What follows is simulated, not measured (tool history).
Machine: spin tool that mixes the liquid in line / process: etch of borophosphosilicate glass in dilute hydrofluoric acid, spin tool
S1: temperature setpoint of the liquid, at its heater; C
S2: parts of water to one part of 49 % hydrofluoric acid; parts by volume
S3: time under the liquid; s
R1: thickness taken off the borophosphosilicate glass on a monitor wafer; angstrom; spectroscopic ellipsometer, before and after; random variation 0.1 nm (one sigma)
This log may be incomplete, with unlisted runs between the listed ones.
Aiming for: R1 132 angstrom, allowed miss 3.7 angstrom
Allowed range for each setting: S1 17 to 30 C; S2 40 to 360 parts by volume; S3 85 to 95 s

{"run": 1, "hour": 0.0, "S1": 22, "S2": 200, "S3": 85, "R1": 95.676}
{"run": 2, "hour": 0.6, "S1": 24, "S2": 200, "S3": 85, "R1": 102.66}
{"run": 3, "hour": 8.5, "S1": 25.5, "S2": 200, "S3": 85, "R1": 106.52}
{"run": 4, "hour": 12.0, "S1": 26.5, "S2": 195, "S3": 85, "R1": 115.26}
{"run": 5, "hour": 20.1, "S1": 26.5, "S2": 195, "S3": 85, "R1": 115.03}
{"run": 6, "hour": 26.8, "S1": 27.5, "S2": 195, "S3": 85, "R1": 119.73}
{"run": 7, "hour": 30.1, "S1": 27.5, "S2": 195, "S3": 85, "R1": 121.17}
{"run": 8, "hour": 38.7, "S1": 28, "S2": 195, "S3": 85, "R1": 121.48}
{"run": 9, "hour": 45.0, "S1": 28.5, "S2": 195, "S3": 85, "R1": 124.66}
{"run": 10, "hour": 53.2, "S1": 29, "S2": 195, "S3": 85, "R1": 125.33}

Below are 5 possible settings for the next run. Only one of them brings all results inside the allowed miss of their targets. Which is it?
{"run": "A", "hour": 61.4, "S1": 29, "S2": 220, "S3": 90, "R1": "?"}
{"run": "B", "hour": 61.4, "S1": 27, "S2": 190, "S3": 85, "R1": "?"}
{"run": "C", "hour": 61.4, "S1": 29.5, "S2": 205, "S3": 85, "R1": "?"}
{"run": "D", "hour": 61.4, "S1": 29, "S2": 200, "S3": 85, "R1": "?"}
{"run": "E", "hour": 61.4, "S1": 28.5, "S2": 185, "S3": 85, "R1": "?"}

move=A R1=115.67
move=B R1=122.1
move=C R1=121.43
move=D R1=123.06
move=E R1=133.1
A: misses by more than the last run did
B: misses by more than the last run did
C: misses by more than the last run did
D: misses by more than the last run did
E: hits every target within its allowed miss
E meets every target.
